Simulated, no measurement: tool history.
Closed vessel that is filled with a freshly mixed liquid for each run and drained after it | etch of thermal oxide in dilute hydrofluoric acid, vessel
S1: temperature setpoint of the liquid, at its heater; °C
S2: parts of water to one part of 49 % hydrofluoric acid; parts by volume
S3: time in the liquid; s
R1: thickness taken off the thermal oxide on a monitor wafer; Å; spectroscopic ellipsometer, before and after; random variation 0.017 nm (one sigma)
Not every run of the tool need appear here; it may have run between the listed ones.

run 1 hour=0 | S1=21 S2=235 S3=425 | R1=57.491
run 2 hour=3.7 | S1=20.5 S2=235 S3=425 | R1=56.838
run 3 hour=5.2 | S1=20.5 S2=235 S3=330 | R1=43.9
run 4 hour=8 | S1=21 S2=235 S3=330 | R1=44.631
run 5 hour=8.9 | S1=18.5 S2=235 S3=330 | R1=40.615
run 6 hour=10.8 | S1=19.5 S2=235 S3=330 | R1=42.416
run 7 hour=18.3 | S1=19.5 S2=235 S3=330 | R1=42.343
run 8 hour=19.1 | S1=20.5 S2=235 S3=330 | R1=43.931

Run 9 is up next; what results do you expect?
run 9 hour=20.8 | S1=21.5 S2=235 S3=330 | R1=?

R1: 45.62 Å
